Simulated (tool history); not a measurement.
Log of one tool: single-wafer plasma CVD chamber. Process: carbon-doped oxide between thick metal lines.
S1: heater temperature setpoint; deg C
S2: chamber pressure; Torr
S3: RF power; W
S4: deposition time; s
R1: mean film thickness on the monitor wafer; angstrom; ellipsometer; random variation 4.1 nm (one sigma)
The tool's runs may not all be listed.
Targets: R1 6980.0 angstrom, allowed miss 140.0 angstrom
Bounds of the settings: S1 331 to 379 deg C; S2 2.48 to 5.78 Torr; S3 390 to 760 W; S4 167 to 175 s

run	hour	S1	S2	S3	S4	R1
1	0.0	355	4.13	575	175	8365.7
2	4.1	356	3.93	550	174	8022.7
3	9.7	356	4.45	550	174	8127.9
4	10.3	357	4.33	530	174	7817.1
5	12.2	357	4.33	595	174	8581.2
6	13.2	357	4.33	560	174	8195.5
7	16.9	358	4.18	540	174	7937.2
8	21.3	358	4.10	520	174	7645.5
9	26.4	358	4.10	520	174	7720.9
10	28.7	359	4.02	505	174	7477.8
11	35.4	361	3.91	500	174	7395.2
12	39.8	362	3.82	495	174	7248.2
13	41.8	363	3.77	495	174	7269.5
14	49.5	365	3.38	465	174	6765.1
15	53.9	364	3.43	465	174	6872.0
16	55.4	364	3.45	465	174	6838.7

5 next moves are on the table. One of them brings every result within its allowed miss. Which?
A	56.9	367	3.30	460	171	?
B	56.9	367	3.13	480	175	?
C	56.9	362	3.99	440	175	?
D	56.9	360	3.61	440	175	?
E	56.9	356	4.66	440	167	?

move	R1
A	6568.8
B	6929.9
C	6668.6
D	6631.3
E	6586.0
A: further off than the last run
B: meets every target
C: further off than the last run
D: further off than the last run
E: further off than the last run
Move B is the one to make.

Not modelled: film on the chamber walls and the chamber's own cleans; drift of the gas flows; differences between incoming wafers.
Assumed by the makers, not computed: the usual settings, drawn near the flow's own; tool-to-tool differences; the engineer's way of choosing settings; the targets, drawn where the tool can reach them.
